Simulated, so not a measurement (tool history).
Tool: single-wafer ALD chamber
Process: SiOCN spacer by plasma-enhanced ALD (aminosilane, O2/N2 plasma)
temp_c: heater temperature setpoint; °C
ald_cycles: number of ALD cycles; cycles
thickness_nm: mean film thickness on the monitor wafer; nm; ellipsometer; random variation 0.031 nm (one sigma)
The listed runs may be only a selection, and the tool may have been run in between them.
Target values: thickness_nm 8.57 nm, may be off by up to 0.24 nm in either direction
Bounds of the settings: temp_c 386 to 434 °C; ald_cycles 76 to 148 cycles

run,hour,temp_c,ald_cycles,thickness_nm
1,0,410,112,6.8931
2,7.1,409,115,7.0812
3,11,408,118,7.2917
4,17.1,408,124,7.6823
5,25.3,407,126,7.7447
6,28.9,396,126,8.0082
7,36.3,396,127,8.0187
8,44.6,396,128,8.1516
9,50,396,129,8.1942

Which of these 4 next moves meets every target?
A,55.4,396,125,?
B,55.4,390,127,?
C,55.4,416,133,?
D,55.4,399,135,?

move,thickness_nm
A,7.9173
B,8.044
C,8.0378
D,8.5425
A: misses by more than the last run did
B: misses by more than the last run did
C: misses by more than the last run did
D: all results in spec
Move D is the one to make.

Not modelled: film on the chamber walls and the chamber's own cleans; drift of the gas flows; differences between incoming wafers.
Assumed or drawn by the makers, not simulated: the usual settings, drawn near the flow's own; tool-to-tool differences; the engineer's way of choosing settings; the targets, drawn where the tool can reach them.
